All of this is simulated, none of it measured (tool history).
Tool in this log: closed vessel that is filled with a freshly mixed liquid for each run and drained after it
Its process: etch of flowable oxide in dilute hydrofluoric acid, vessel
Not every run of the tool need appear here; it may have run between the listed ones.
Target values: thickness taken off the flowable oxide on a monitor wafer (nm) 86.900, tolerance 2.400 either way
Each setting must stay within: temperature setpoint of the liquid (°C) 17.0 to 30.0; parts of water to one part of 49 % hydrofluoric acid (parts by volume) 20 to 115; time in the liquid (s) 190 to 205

run  hour  temperature setpoint of the liquid (°C)  parts of water to one part of 49 % hydrofluoric acid (parts by volume)  time in the liquid (s)  thickness taken off the flowable oxide on a monitor wafer (nm)
  1   0.0                                     22.0                                                                      65                     190                                                          63.855
  2   3.8                                     22.0                                                                      65                     205                                                          68.585
  3   8.8                                     22.0                                                                      65                     205                                                          69.218
  4  17.4                                     23.0                                                                      65                     205                                                          71.650
  5  21.6                                     24.0                                                                      65                     205                                                          75.576
  6  27.0                                     24.0                                                                      45                     205                                                         111.240
  7  28.0                                     23.0                                                                      45                     205                                                         107.210
  8  32.3                                     22.5                                                                      45                     205                                                         103.990

Pick the move, out of 4, that brings all results within their allowed miss; only one does.
  A  36.6                                     23.5                                                                      55                     190                                                               ?
  B  36.6                                     24.5                                                                      60                     195                                                               ?
  C  36.6                                     17.0                                                                      40                     190                                                               ?
  D  36.6                                     22.5                                                                      55                     200                                                               ?

move  thickness taken off the flowable oxide on a monitor wafer (nm)
   A                                                          81.484
   B                                                          79.338
   C                                                          86.574
   D                                                          82.300
A: moves the result that the last run missed by most past its target, out the other side
B: moves the result that the last run missed by most past its target, out the other side
C: all results land within tolerance of their targets
D: moves the result that the last run missed by most past its target, out the other side
So the answer is move C, the one that meets all the targets.
